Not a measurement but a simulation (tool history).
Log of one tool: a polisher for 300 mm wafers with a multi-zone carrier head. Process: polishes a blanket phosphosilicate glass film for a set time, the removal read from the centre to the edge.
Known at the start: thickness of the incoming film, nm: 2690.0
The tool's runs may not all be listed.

run	hour	flow of slurry (ml/min)	pressure of the head's centre zone	pressure of the head's middle zone	pressure of the head's edge zone	abrasive content of the slurry	polishing time (s)	film removed at the wafer's centre (angstrom)	film removed at mid-radius (angstrom)	film removed at the wafer's edge (angstrom)
1	0.0	150	1.00	1.00	1.00	1.00	68	6855.4	6639.7	6738.0
2	7.1	150	1.00	1.04	1.00	1.00	68	7020.9	6877.6	6663.1
3	9.0	150	1.00	1.04	1.00	1.00	83	8463.2	8589.5	8172.3
4	13.6	150	1.00	0.97	1.00	1.00	83	8400.6	8000.5	8169.1
5	20.6	130	1.00	0.97	1.00	1.00	83	8072.9	7634.1	8061.0
6	24.5	135	1.00	0.97	0.98	0.90	79	7439.3	7037.5	7316.1
7	29.1	140	1.00	0.97	0.96	0.85	75	7073.1	6541.3	6595.1
8	37.1	145	0.90	0.92	0.86	0.60	63	4526.9	4594.5	4561.7
9	42.4	150	0.91	0.92	0.85	0.60	63	4617.2	4659.9	4600.9
10	45.3	155	0.92	0.92	0.84	0.60	63	4723.7	4677.7	4590.2
11	47.1	160	0.93	0.92	0.84	0.60	63	4778.0	4667.6	4652.9
12	52.6	160	0.94	0.93	0.84	0.60	63	4806.0	4591.7	4495.2
13	57.9	160	0.94	0.94	0.84	0.60	63	4793.1	4761.9	4564.0

Run 14 comes next. What will it give?
14	59.1	160	0.95	0.94	0.84	0.60	63	?	?	?

{"run 14": {"film removed at the wafer's centre (angstrom)": 4866.8, "film removed at mid-radius (angstrom)": 4750.6, "film removed at the wafer's edge (angstrom)": 4639.7}}
